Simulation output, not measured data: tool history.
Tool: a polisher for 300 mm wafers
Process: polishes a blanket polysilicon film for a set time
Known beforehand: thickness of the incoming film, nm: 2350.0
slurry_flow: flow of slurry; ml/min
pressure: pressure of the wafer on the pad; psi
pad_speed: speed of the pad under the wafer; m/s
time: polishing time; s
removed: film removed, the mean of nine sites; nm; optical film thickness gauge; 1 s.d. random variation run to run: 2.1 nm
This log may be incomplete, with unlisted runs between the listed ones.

run    day  slurry_flow  pressure  pad_speed  time  removed
  1      0          310       3.3       0.92    46   350.86
  2  0.362          310       3.3       0.78    46   305.97
  3  0.479          310       2.8       0.72    46   243.27
  4  0.625          310       2.4        0.7    46   204.65
  5  0.988          310       2.4        0.7    42   190.21
  6    1.3          310       2.2        0.7    42   177.92

Estimate the outcome of run 7 from the log above:
  7  1.442          310       2.1        0.7    42        ?

Run 7 came out at removed 169.58 nm.
